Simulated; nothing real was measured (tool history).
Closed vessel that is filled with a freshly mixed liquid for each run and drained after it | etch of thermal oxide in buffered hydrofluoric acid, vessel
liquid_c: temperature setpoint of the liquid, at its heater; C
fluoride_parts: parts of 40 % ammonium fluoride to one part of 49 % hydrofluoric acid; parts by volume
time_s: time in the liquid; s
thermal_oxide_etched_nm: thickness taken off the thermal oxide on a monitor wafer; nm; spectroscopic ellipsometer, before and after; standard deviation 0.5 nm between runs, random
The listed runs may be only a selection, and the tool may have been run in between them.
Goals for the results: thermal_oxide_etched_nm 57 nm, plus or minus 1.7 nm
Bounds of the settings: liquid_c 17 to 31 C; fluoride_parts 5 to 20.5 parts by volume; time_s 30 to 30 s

Run 1, hour 0: liquid_c 23 C, fluoride_parts 12.5 parts by volume, time_s 30 s. Result: thermal_oxide_etched_nm 25.459 nm.
Run 2, hour 1.5: liquid_c 20.5 C, fluoride_parts 12.5 parts by volume, time_s 30 s. Result: thermal_oxide_etched_nm 22.266 nm.
Run 3, hour 9.4: liquid_c 19 C, fluoride_parts 12.5 parts by volume, time_s 30 s. Result: thermal_oxide_etched_nm 20.017 nm.
Run 4, hour 13.5: liquid_c 19 C, fluoride_parts 10 parts by volume, time_s 30 s. Result: thermal_oxide_etched_nm 25.288 nm.
Run 5, hour 18.8: liquid_c 19 C, fluoride_parts 10 parts by volume, time_s 30 s. Result: thermal_oxide_etched_nm 24.894 nm.
Run 6, hour 24: liquid_c 19 C, fluoride_parts 8 parts by volume, time_s 30 s. Result: thermal_oxide_etched_nm 30.968 nm.
Run 7, hour 30.3: liquid_c 19 C, fluoride_parts 8 parts by volume, time_s 30 s. Result: thermal_oxide_etched_nm 30.544 nm.
Run 8, hour 34.1: liquid_c 21.5 C, fluoride_parts 8 parts by volume, time_s 30 s. Result: thermal_oxide_etched_nm 35.022 nm.
Run 9, hour 37.3: liquid_c 23.5 C, fluoride_parts 8 parts by volume, time_s 30 s. Result: thermal_oxide_etched_nm 39.595 nm.

Pick the move, out of 5, that brings all results within their allowed miss; only one does.
Run A, hour 40.5: liquid_c 25 C, fluoride_parts 5.5 parts by volume, time_s 30 s. Result: thermal_oxide_etched_nm ?.
Run B, hour 40.5: liquid_c 25 C, fluoride_parts 6.5 parts by volume, time_s 30 s. Result: thermal_oxide_etched_nm ?.
Run C, hour 40.5: liquid_c 21.5 C, fluoride_parts 5 parts by volume, time_s 30 s. Result: thermal_oxide_etched_nm ?.
Run D, hour 40.5: liquid_c 25 C, fluoride_parts 6 parts by volume, time_s 30 s. Result: thermal_oxide_etched_nm ?.
Run E, hour 40.5: liquid_c 21.5 C, fluoride_parts 5.5 parts by volume, time_s 30 s. Result: thermal_oxide_etched_nm ?.

move  thermal_oxide_etched_nm
   A                   60.377
   B                   52.337
   C                   54.049
   D                   56.089
   E                   49.865
A: the result that was furthest off in the last run now lies on the other side of its target
B: better than the last run, though not everything is in spec
C: better than the last run, though not everything is in spec
D: meets every target
E: better than the last run, though not everything is in spec
D is the move that brings every result within its allowed miss.
